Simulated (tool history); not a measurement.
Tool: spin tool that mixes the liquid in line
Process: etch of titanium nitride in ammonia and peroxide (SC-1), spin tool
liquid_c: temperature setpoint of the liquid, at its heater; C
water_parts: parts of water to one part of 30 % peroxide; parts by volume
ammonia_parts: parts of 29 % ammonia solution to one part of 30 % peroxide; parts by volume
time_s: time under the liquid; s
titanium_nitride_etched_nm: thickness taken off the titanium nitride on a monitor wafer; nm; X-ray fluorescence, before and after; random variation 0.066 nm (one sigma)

run	hour	liquid_c	water_parts	ammonia_parts	time_s	titanium_nitride_etched_nm
1	0	50	26.5	0.45	305	5.8779
2	2.1	51	26.5	0.45	305	6.3542
3	7.7	51	26.5	0.45	305	6.3779
4	16.4	51	26.5	0.45	305	6.3491
5	20.6	51	34.5	0.45	305	5.4481
6	22.9	51	34.5	0.55	305	5.6589

The next listed run, before its measurement:
7	24.1	52	34.5	0.55	305	?

Run 7 gave titanium_nitride_etched_nm 6.0372 nm.

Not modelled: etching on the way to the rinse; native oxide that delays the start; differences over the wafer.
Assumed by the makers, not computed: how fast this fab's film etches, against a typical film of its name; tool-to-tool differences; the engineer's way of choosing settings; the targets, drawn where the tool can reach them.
